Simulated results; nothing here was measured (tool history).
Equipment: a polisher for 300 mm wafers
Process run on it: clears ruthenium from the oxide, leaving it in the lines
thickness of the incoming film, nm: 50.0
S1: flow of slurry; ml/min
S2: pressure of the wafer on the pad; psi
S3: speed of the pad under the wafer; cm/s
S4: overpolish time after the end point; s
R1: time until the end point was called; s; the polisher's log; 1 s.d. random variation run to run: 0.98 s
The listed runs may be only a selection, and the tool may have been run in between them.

run 1 hour=0 | S1=305 S2=1.5 S3=78 S4=31 | R1=93.012
run 2 hour=9 | S1=305 S2=1.5 S3=78 S4=31 | R1=94.319
run 3 hour=10.2 | S1=305 S2=1.5 S3=78 S4=33 | R1=92.638
run 4 hour=17 | S1=380 S2=1.5 S3=78 S4=33 | R1=94.532
run 5 hour=20.2 | S1=380 S2=1.5 S3=78 S4=31 | R1=94.692
run 6 hour=24.7 | S1=380 S2=1.6 S3=78 S4=31 | R1=87.464
run 7 hour=26.6 | S1=380 S2=1.7 S3=78 S4=31 | R1=81.426

The next listed run, before its measurement:
run 8 hour=28.8 | S1=380 S2=1.9 S3=80 S4=31 | R1=?

{"run 8": {"R1": 69.809}}
